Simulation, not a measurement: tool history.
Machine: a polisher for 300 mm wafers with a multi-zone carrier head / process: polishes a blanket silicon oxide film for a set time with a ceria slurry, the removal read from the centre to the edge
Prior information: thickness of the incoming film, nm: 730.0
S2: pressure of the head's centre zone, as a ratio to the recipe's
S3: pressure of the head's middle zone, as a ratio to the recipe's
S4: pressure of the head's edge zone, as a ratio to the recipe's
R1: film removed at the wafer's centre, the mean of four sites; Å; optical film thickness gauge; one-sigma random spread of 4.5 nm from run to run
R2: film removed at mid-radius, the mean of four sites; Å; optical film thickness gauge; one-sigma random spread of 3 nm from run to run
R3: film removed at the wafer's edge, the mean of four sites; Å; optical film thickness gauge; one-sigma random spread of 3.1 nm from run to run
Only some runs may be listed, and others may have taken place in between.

Run 1, hour 0.0: flow of slurry (ml/min) 295, S2 1.00, S3 1.00, S4 1.00, polishing time (s) 46. Result: R1 2356.0 Å, R2 2555.4 Å, R3 2589.6 Å.
Run 2, hour 5.8: flow of slurry (ml/min) 295, S2 1.05, S3 1.00, S4 1.00, polishing time (s) 46. Result: R1 2520.6 Å, R2 2582.9 Å, R3 2573.5 Å.
Run 3, hour 10.7: flow of slurry (ml/min) 295, S2 1.05, S3 1.00, S4 1.08, polishing time (s) 46. Result: R1 2508.0 Å, R2 2565.6 Å, R3 2646.0 Å.
Run 4, hour 19.1: flow of slurry (ml/min) 370, S2 1.05, S3 1.00, S4 1.08, polishing time (s) 46. Result: R1 2600.5 Å, R2 2634.9 Å, R3 2674.6 Å.
Run 5, hour 22.2: flow of slurry (ml/min) 370, S2 1.05, S3 1.00, S4 1.08, polishing time (s) 40. Result: R1 2257.2 Å, R2 2325.2 Å, R3 2333.3 Å.
Run 6, hour 25.8: flow of slurry (ml/min) 370, S2 0.99, S3 1.00, S4 1.08, polishing time (s) 40. Result: R1 2121.9 Å, R2 2318.7 Å, R3 2322.9 Å.
At hour 31.7: centre zone pressure recalibrated.
Run 7, hour 31.7: flow of slurry (ml/min) 355, S2 0.99, S3 0.98, S4 1.09, polishing time (s) 45. Result: R1 2514.2 Å, R2 2542.4 Å, R3 2623.1 Å.
Run 8, hour 34.4: flow of slurry (ml/min) 320, S2 0.95, S3 0.97, S4 1.11, polishing time (s) 48. Result: R1 2596.8 Å, R2 2656.2 Å, R3 2790.2 Å.
Run 9, hour 39.6: flow of slurry (ml/min) 295, S2 0.92, S3 0.96, S4 1.12, polishing time (s) 51. Result: R1 2583.5 Å, R2 2738.2 Å, R3 2961.6 Å.

Run 10 is up next; what results do you expect?
Run 10, hour 45.8: flow of slurry (ml/min) 290, S2 0.92, S3 0.95, S4 1.13, polishing time (s) 53. Result: R1 ?, R2 ?, R3 ?.

Logged for run 10: R1 2702.1 Å, R2 2889.3 Å, R3 3117.0 Å.

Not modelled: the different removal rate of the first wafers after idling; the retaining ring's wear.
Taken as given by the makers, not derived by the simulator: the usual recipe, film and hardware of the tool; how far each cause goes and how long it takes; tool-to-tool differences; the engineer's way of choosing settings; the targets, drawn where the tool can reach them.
